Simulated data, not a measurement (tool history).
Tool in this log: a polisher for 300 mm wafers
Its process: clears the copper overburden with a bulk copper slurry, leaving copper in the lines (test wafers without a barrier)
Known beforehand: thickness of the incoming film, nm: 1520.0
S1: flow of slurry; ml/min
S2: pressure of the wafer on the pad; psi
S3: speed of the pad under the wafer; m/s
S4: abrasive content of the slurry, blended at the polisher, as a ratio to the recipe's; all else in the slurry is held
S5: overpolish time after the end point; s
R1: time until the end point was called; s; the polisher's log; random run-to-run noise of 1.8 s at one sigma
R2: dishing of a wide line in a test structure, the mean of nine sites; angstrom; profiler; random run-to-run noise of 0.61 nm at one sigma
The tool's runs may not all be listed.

run,hour,S1,S2,S3,S4,S5,R1,R2
1,0.0,145,3.4,1.40,1.00,26,109.40,872.98
2,4.0,140,2.8,1.36,1.00,21,135.43,757.92
3,9.0,125,2.4,1.34,1.10,17,158.41,661.78
4,13.2,115,2.1,1.36,1.20,14,178.20,549.47
5,20.7,115,2.1,1.36,1.05,14,187.10,527.66
6,29.1,90,2.1,1.36,1.05,14,197.59,525.63
7,37.4,130,1.5,1.24,1.10,8,265.86,275.22
8,46.0,135,1.7,1.24,1.10,8,237.01,315.01

What will run 9 give?
9,50.6,140,1.8,1.24,1.10,8,?,?

{"run 9": {"R1": 216.77, "R2": 324.51}}
